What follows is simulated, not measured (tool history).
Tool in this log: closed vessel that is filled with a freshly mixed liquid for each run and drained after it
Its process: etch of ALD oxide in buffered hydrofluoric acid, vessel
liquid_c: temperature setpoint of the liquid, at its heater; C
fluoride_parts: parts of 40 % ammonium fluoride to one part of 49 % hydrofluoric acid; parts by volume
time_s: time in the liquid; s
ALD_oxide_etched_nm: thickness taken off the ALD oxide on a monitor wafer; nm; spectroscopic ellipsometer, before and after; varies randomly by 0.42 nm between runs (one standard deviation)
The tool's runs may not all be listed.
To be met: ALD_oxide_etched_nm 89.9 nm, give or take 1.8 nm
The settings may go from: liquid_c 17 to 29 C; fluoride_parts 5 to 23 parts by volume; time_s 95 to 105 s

{"run": 1, "hour": 0.0, "liquid_c": 21, "fluoride_parts": 14, "time_s": 95, "ALD_oxide_etched_nm": 117.16}
{"run": 2, "hour": 9.1, "liquid_c": 20, "fluoride_parts": 14, "time_s": 95, "ALD_oxide_etched_nm": 110.78}
{"run": 3, "hour": 15.6, "liquid_c": 20, "fluoride_parts": 12.5, "time_s": 95, "ALD_oxide_etched_nm": 123.47}
{"run": 4, "hour": 22.4, "liquid_c": 19.5, "fluoride_parts": 13, "time_s": 95, "ALD_oxide_etched_nm": 115.53}
{"run": 5, "hour": 25.2, "liquid_c": 17, "fluoride_parts": 13, "time_s": 95, "ALD_oxide_etched_nm": 99.745}
{"run": 6, "hour": 32.0, "liquid_c": 17, "fluoride_parts": 16.5, "time_s": 95, "ALD_oxide_etched_nm": 79.405}
{"run": 7, "hour": 38.8, "liquid_c": 17.5, "fluoride_parts": 16.5, "time_s": 95, "ALD_oxide_etched_nm": 82.213}
{"run": 8, "hour": 43.3, "liquid_c": 18, "fluoride_parts": 16.5, "time_s": 95, "ALD_oxide_etched_nm": 83.707}
{"run": 9, "hour": 45.9, "liquid_c": 18.5, "fluoride_parts": 16.5, "time_s": 95, "ALD_oxide_etched_nm": 86.211}

Pick the move, out of 4, that brings all results within their allowed miss; only one does.
{"run": "A", "hour": 48.5, "liquid_c": 17.5, "fluoride_parts": 16.5, "time_s": 105, "ALD_oxide_etched_nm": "?"}
{"run": "B", "hour": 48.5, "liquid_c": 21, "fluoride_parts": 18.5, "time_s": 100, "ALD_oxide_etched_nm": "?"}
{"run": "C", "hour": 48.5, "liquid_c": 18.5, "fluoride_parts": 17.5, "time_s": 100, "ALD_oxide_etched_nm": "?"}
{"run": "D", "hour": 48.5, "liquid_c": 20, "fluoride_parts": 16.5, "time_s": 95, "ALD_oxide_etched_nm": "?"}

move=A ALD_oxide_etched_nm=90.101
move=B ALD_oxide_etched_nm=93.135
move=C ALD_oxide_etched_nm=85.644
move=D ALD_oxide_etched_nm=93.723
A: all results in spec
B: carries the result that was furthest off beyond its target, to the other side
C: further off than the last run
D: carries the result that was furthest off beyond its target, to the other side
Correct choice: A, which meets every target

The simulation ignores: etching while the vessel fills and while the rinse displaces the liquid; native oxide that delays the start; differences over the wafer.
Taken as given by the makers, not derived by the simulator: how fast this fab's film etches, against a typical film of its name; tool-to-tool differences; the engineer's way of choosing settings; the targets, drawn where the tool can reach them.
